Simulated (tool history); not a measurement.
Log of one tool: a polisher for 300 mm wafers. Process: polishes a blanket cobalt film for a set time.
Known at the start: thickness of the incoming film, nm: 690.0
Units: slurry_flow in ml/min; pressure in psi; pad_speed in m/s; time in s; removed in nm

Run 1, day 0: slurry_flow 130 ml/min, pressure 1.6 psi, pad_speed 0.78 m/s, time 32 s. Result: removed 110.39 nm.
Run 2, day 0.233: slurry_flow 145 ml/min, pressure 1.6 psi, pad_speed 0.78 m/s, time 32 s. Result: removed 113.55 nm.
Run 3, day 0.471: slurry_flow 145 ml/min, pressure 1.6 psi, pad_speed 0.92 m/s, time 32 s. Result: removed 132.47 nm.
Run 4, day 0.792: slurry_flow 150 ml/min, pressure 1.7 psi, pad_speed 0.92 m/s, time 32 s. Result: removed 144.06 nm.
Run 5, day 0.908: slurry_flow 120 ml/min, pressure 1.7 psi, pad_speed 0.92 m/s, time 32 s. Result: removed 136.78 nm.
Run 6, day 1.033: slurry_flow 120 ml/min, pressure 2 psi, pad_speed 0.92 m/s, time 32 s. Result: removed 156.43 nm.

Forecast run 7:
Run 7, day 1.271: slurry_flow 130 ml/min, pressure 2.1 psi, pad_speed 0.92 m/s, time 32 s. Result: removed ?.

Run 7 gave removed 162.05 nm.
